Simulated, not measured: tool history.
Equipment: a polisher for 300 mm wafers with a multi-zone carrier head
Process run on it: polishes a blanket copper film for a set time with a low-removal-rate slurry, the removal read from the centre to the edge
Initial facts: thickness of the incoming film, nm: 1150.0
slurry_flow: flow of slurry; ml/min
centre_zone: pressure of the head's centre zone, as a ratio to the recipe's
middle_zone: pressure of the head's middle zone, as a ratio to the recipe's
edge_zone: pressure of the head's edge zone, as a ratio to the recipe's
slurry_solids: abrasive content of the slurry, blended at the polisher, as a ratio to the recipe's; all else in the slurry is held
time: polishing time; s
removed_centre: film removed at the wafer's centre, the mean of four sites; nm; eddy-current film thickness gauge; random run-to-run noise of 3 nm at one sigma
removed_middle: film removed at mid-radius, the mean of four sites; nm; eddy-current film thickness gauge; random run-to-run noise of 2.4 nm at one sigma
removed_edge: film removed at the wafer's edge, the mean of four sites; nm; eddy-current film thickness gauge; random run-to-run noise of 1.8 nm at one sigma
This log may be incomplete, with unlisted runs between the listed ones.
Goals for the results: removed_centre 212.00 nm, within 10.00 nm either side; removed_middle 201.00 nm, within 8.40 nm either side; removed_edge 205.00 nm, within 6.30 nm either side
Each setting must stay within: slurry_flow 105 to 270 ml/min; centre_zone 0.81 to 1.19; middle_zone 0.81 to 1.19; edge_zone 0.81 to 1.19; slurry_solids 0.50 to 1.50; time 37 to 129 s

run  hour  slurry_flow  centre_zone  middle_zone  edge_zone  slurry_solids  time  removed_centre  removed_middle  removed_edge
  1   0.0          175         1.00         1.00       1.00           1.00    83          124.37          119.96        129.06
  2   2.2          185         1.03         1.03       1.03           1.15    89          142.18          139.26        144.98
  3   4.3          160         1.03         1.03       1.03           1.15    89          138.31          137.48        139.63
  4   8.1          180         1.05         1.04       1.06           1.25    93          155.01          147.69        157.36
  5  12.5          180         1.05         1.04       1.00           1.25    93          156.45          145.12        149.77
  6  18.4          195         1.07         1.07       1.04           1.30    96          161.59          160.62        160.07
  7  27.3          200         1.09         1.07       1.06           1.35   100          179.51          169.90        170.18
  8  31.9          205         1.10         1.07       1.09           1.40   102          188.79          174.22        179.32

5 candidate next runs follow, results not yet known. Just one meets every target within its allowed miss. Identify it.
  A  36.5          210         1.10         1.15       1.11           1.35   125               ?               ?             ?
  B  36.5          215         1.19         1.03       1.06           1.40   112               ?               ?             ?
  C  36.5          190         1.16         1.14       1.06           1.35   122               ?               ?             ?
  D  36.5          220         1.19         1.13       1.01           1.50   110               ?               ?             ?
  E  36.5          160         1.10         1.07       1.09           1.50   119               ?               ?             ?

move  removed_centre  removed_middle  removed_edge
   A          230.60          228.21        219.79
   B          226.06          189.30        194.69
   C          233.35          217.74        207.25
   D          226.29          203.80        189.74
   E          213.02          200.26        205.18
A: carries the result that was furthest off beyond its target, to the other side
B: better than the last run, though not everything is in spec
C: puts the biggest miss on target and leaves a different result outside tolerance
D: better than the last run, though not everything is in spec
E: in spec on every target
The right move is E.

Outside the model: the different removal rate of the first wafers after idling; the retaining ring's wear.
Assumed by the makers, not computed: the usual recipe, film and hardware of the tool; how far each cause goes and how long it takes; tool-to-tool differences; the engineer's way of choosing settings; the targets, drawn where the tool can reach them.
